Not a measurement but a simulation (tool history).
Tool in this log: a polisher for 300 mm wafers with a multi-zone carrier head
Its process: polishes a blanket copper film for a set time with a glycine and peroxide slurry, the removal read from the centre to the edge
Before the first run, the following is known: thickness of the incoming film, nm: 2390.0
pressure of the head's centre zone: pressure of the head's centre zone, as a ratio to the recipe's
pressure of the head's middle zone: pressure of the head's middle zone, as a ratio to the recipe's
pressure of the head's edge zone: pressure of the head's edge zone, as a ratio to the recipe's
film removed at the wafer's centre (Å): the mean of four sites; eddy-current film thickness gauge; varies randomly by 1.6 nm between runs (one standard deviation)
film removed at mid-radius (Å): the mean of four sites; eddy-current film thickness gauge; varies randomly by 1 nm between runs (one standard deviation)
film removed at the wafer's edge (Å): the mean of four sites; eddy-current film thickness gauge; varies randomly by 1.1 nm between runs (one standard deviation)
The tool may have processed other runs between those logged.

run	hour	flow of slurry (ml/min)	pressure of the head's centre zone	pressure of the head's middle zone	pressure of the head's edge zone	polishing time (s)	film removed at the wafer's centre (Å)	film removed at mid-radius (Å)	film removed at the wafer's edge (Å)
1	0.0	305	1.00	1.00	1.00	70	2865.6	2810.9	2805.7
2	2.0	305	1.00	1.00	1.00	81	3333.7	3213.6	3299.2
3	3.0	240	1.00	1.00	1.00	81	3236.0	3179.9	3198.7
4	7.1	240	1.00	1.00	1.00	66	2653.6	2616.5	2648.0
5	10.4	250	1.01	0.98	0.98	61	2454.9	2365.3	2399.2
6	11.8	250	1.06	0.98	0.98	61	2577.9	2361.3	2395.8
7	16.2	250	1.07	0.96	0.95	58	2477.9	2230.5	2253.6
8	21.7	250	1.08	0.94	0.93	56	2441.5	2105.7	2153.9
9	24.5	250	1.08	0.92	0.91	54	2325.8	1995.8	2068.5
10	31.4	250	1.08	0.91	0.90	52	2205.8	1903.4	1990.4
11	35.3	250	1.09	0.90	0.89	51	2223.5	1859.9	1922.1
12	42.9	250	1.09	0.90	0.89	51	2223.2	1852.2	1934.4
13	44.6	250	1.09	0.90	0.89	51	2239.1	1867.3	1915.1
14	46.0	250	1.09	0.89	0.88	51	2205.3	1845.3	1926.9
15	51.9	250	1.09	0.88	0.87	50	2176.4	1793.2	1898.3
16	57.6	250	1.09	0.88	0.86	49	2148.5	1755.8	1822.9
17	58.8	250	1.09	0.87	0.85	49	2152.4	1746.4	1788.2
18	60.0	245	1.08	0.86	0.85	49	2083.6	1746.1	1795.6
19	66.9	245	1.08	0.85	0.85	49	2114.9	1735.3	1822.3
20	69.9	245	1.08	0.85	0.85	49	2122.4	1702.3	1809.9
21	75.3	245	1.08	0.85	0.84	49	2116.2	1736.3	1793.6
22	77.2	215	1.07	0.81	0.81	46	1921.3	1545.7	1646.4

Expected results for the next run?
23	84.1	225	1.07	0.81	0.81	46	?	?	?

{"run 23": {"film removed at the wafer's centre (Å)": 1923.7, "film removed at mid-radius (Å)": 1559.5, "film removed at the wafer's edge (Å)": 1649.1}}
